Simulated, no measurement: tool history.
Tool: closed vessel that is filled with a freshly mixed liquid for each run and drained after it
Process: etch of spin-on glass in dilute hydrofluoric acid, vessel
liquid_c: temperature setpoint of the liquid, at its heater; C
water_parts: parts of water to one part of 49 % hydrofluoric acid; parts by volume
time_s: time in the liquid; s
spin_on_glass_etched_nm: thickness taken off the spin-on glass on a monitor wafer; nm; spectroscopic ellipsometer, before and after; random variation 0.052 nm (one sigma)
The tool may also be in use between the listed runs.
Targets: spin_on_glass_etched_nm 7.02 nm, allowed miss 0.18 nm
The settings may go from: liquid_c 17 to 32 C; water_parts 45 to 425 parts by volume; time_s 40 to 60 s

run,hour,liquid_c,water_parts,time_s,spin_on_glass_etched_nm
1,0,24,235,60,4.3279
2,2.6,26.5,220,60,5.138
3,7.7,28.5,210,60,5.8358
4,8.9,28.5,125,60,10.859
5,17.5,26,125,60,9.9247
6,22.7,23,130,60,8.422
7,25.1,21.5,130,60,7.9537
8,30.3,20.5,130,60,7.6613
9,32.9,20,130,60,7.4487
10,33.6,19.5,130,60,7.2507

Which of these 5 next moves meets every target?
A,34.3,22.5,140,60,?
B,34.3,20,130,60,?
C,34.3,21,100,40,?
D,34.3,21,105,40,?
E,34.3,23,140,60,?

move,spin_on_glass_etched_nm
A,7.6101
B,7.5031
C,6.9997
D,6.6285
E,7.7599
A: further off than the last run
B: further off than the last run
C: meets every target
D: takes the result that was furthest off past its target
E: further off than the last run
The right move is C.
